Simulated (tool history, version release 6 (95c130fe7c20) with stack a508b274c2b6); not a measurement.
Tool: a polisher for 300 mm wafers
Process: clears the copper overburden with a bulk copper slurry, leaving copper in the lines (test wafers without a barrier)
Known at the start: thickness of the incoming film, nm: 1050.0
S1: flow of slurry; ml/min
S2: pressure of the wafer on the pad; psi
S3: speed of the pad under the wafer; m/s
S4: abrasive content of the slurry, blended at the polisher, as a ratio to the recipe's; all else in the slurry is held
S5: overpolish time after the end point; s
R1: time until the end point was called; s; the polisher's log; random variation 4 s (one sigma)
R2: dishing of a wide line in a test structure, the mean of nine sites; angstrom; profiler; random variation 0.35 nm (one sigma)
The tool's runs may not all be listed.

run 1 hour=0 | S1=230 S2=2 S3=1.36 S4=1 S5=9 | R1=127.02 R2=340.49
run 2 hour=3.4 | S1=175 S2=2 S3=1.36 S4=1 S5=9 | R1=127.89 R2=329.05
run 3 hour=7.7 | S1=175 S2=2 S3=1.12 S4=1 S5=9 | R1=152.93 R2=303.4
run 4 hour=14.4 | S1=175 S2=2 S3=1.12 S4=1 S5=11 | R1=154.41 R2=332.29
run 5 hour=22.9 | S1=175 S2=2.2 S3=1.12 S4=1 S5=11 | R1=141.52 R2=347.08
run 6 hour=29.7 | S1=175 S2=2.2 S3=1.26 S4=1 S5=11 | R1=127.38 R2=363.74
run 7 hour=30.8 | S1=175 S2=2.1 S3=1.26 S4=1 S5=11 | R1=132.5 R2=343.65
run 8 hour=37.6 | S1=170 S2=2 S3=1.26 S4=1 S5=11 | R1=139.93 R2=344.57
run 9 hour=40.5 | S1=170 S2=1.9 S3=1.26 S4=1 S5=11 | R1=143.85 R2=344.87

Run 10 comes next. What will it give?
run 10 hour=47.6 | S1=170 S2=1.8 S3=1.24 S4=1 S5=10 | R1=? R2=?

{"run 10": {"R1": 150.69, "R2": 318.83}}
